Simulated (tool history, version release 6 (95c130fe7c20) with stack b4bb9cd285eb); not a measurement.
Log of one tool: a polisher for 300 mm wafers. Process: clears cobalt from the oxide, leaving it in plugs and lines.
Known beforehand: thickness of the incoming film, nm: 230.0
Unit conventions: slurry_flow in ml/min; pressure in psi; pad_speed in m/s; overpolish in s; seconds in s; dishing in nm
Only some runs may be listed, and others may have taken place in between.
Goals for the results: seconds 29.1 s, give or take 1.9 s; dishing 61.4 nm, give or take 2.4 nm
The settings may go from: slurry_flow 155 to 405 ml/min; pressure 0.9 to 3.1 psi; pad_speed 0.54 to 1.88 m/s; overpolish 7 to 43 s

run  hour  slurry_flow  pressure  pad_speed  overpolish  seconds  dishing
  1     0          260         2        1.2          22   47.015   55.591
  2     5          260       2.2       1.22          21   40.952   55.118
  3    12          260       2.3       1.24          22   39.506   57.606
  4  13.3          260       2.5       1.26          22   36.487   60.823
  5  19.8          260       2.5       1.46          22   31.827    61.55
  6  26.5          260       2.5       1.24          22   36.121   59.277
  7  33.5          260       2.5       1.24          22   37.877   59.791
  8  40.4          260       2.6       1.26          21   33.383   58.656

Of the 4 settings listed for the next run, only one would bring every result within its allowed miss of target. Which one?
  A  47.3          240       2.6       1.28          18        ?        ?
  B  47.3          215       2.7       1.44          15        ?        ?
  C  47.3          275       2.7        1.4          22        ?        ?
  D  47.3          340       2.9       1.56          17        ?        ?

move  seconds  dishing
   A   33.791   56.346
   B   29.612   55.311
   C   29.492   61.726
   D   24.353   60.774
A: misses by more than the last run did
B: meets the target for the result that was furthest off, but another lies outside its allowed miss
C: hits every target within its allowed miss
D: the result that was furthest off in the last run now lies on the other side of its target
C is the move that brings every result within its allowed miss.
